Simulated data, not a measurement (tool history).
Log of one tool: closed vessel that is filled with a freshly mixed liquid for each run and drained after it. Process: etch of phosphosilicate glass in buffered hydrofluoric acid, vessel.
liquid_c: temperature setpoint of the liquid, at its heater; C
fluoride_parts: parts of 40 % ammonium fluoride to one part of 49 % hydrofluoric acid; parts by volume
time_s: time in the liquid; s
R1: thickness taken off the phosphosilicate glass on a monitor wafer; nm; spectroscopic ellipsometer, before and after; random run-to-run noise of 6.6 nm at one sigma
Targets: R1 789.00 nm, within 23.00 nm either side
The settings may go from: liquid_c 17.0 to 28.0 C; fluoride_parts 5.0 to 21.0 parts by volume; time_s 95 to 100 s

Run 1, hour 0.0: liquid_c 20.0 C, fluoride_parts 13.0 parts by volume, time_s 95 s. Result: R1 589.42 nm.
Run 2, hour 3.4: liquid_c 20.5 C, fluoride_parts 13.0 parts by volume, time_s 95 s. Result: R1 603.81 nm.
Run 3, hour 12.7: liquid_c 21.0 C, fluoride_parts 13.0 parts by volume, time_s 95 s. Result: R1 624.10 nm.
Run 4, hour 16.4: liquid_c 21.5 C, fluoride_parts 13.0 parts by volume, time_s 95 s. Result: R1 633.95 nm.
Run 5, hour 21.6: liquid_c 21.5 C, fluoride_parts 13.0 parts by volume, time_s 100 s. Result: R1 677.45 nm.
Run 6, hour 23.0: liquid_c 21.5 C, fluoride_parts 13.0 parts by volume, time_s 95 s. Result: R1 638.50 nm.
Run 7, hour 27.1: liquid_c 22.0 C, fluoride_parts 13.0 parts by volume, time_s 95 s. Result: R1 658.84 nm.
Run 8, hour 33.6: liquid_c 22.5 C, fluoride_parts 13.0 parts by volume, time_s 95 s. Result: R1 666.56 nm.
Run 9, hour 34.8: liquid_c 23.0 C, fluoride_parts 13.0 parts by volume, time_s 95 s. Result: R1 691.03 nm.
Run 10, hour 36.8: liquid_c 24.5 C, fluoride_parts 13.0 parts by volume, time_s 95 s. Result: R1 754.51 nm.

Of the 5 settings listed for the next run, only one would bring every result within its allowed miss of target. Which one?
Run A, hour 38.8: liquid_c 23.5 C, fluoride_parts 13.0 parts by volume, time_s 100 s. Result: R1 ?.
Run B, hour 38.8: liquid_c 26.0 C, fluoride_parts 13.5 parts by volume, time_s 95 s. Result: R1 ?.
Run C, hour 38.8: liquid_c 19.5 C, fluoride_parts 10.5 parts by volume, time_s 100 s. Result: R1 ?.
Run D, hour 38.8: liquid_c 17.0 C, fluoride_parts 8.5 parts by volume, time_s 95 s. Result: R1 ?.
Run E, hour 38.8: liquid_c 28.0 C, fluoride_parts 15.0 parts by volume, time_s 100 s. Result: R1 ?.

move      R1
   A  757.82
   B  794.72
   C  747.92
   D  735.41
   E  839.76
A: gains on the last run, yet a result remains outside its allowed miss
B: meets every target
C: misses by more than the last run did
D: misses by more than the last run did
E: carries the result that was furthest off beyond its target, to the other side
The move that meets every target is B.
